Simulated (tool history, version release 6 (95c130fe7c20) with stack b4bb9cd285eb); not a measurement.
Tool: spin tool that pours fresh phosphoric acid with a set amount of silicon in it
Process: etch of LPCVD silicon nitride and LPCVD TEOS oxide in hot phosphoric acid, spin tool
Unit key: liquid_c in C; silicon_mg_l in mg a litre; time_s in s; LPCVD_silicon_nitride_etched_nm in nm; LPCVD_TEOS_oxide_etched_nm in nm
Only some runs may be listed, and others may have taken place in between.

| run | day | liquid_c | silicon_mg_l | time_s | LPCVD_silicon_nitride_etched_nm | LPCVD_TEOS_oxide_etched_nm |
|---|---|---|---|---|---|---|
| 1 | 0.000 | 163.0 | 21.5 | 145 | 13.3110 | 0.23173 |
| 2 | 0.329 | 161.5 | 21.5 | 145 | 12.5540 | 0.13988 |
| 3 | 0.592 | 163.5 | 21.5 | 145 | 13.5820 | 0.23957 |
| 4 | 0.692 | 163.5 | 21.5 | 105 | 9.8360 | 0.18691 |
| 5 | 0.738 | 163.0 | 17.5 | 85 | 7.8553 | 0.14684 |
| 6 | 1.038 | 162.5 | 12.5 | 75 | 6.6829 | 0.14771 |
| 7 | 1.417 | 162.0 | 9.0 | 75 | 6.7133 | 0.18506 |
| 8 | 1.525 | 161.0 | 7.5 | 70 | 6.0233 | 0.14500 |
| 9 | 1.883 | 160.5 | 5.5 | 70 | 5.8508 | 0.11854 |
| 10 | 2.183 | 160.5 | 4.0 | 70 | 5.9040 | 0.14458 |
| 11 | 2.500 | 160.0 | 3.0 | 70 | 5.7753 | 0.10639 |

The next listed run, before its measurement:
| 12 | 2.579 | 160.0 | 2.0 | 65 | ? | ? |

LPCVD_silicon_nitride_etched_nm: 5.4261 nm
LPCVD_TEOS_oxide_etched_nm: 0.13076 nm
